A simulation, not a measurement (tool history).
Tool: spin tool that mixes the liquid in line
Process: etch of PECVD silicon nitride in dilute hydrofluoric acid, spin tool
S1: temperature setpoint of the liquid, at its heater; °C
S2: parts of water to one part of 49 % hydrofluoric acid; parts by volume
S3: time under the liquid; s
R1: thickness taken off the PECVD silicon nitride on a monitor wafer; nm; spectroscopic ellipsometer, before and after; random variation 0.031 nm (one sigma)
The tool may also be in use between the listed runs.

run	hour	S1	S2	S3	R1
1	0	21	180	35	0.44551
2	6.7	23	180	35	0.51524
3	11.3	24.5	140	35	0.73096
4	18.2	25.5	115	35	0.96412
5	21.2	25.5	140	35	0.80109
6	25.5	26.5	115	35	1.0213
7	33.1	29	45	35	2.9172

Forecast run 8:
8	39.6	27.5	45	35	?

{"run 8": {"R1": 2.7591}}

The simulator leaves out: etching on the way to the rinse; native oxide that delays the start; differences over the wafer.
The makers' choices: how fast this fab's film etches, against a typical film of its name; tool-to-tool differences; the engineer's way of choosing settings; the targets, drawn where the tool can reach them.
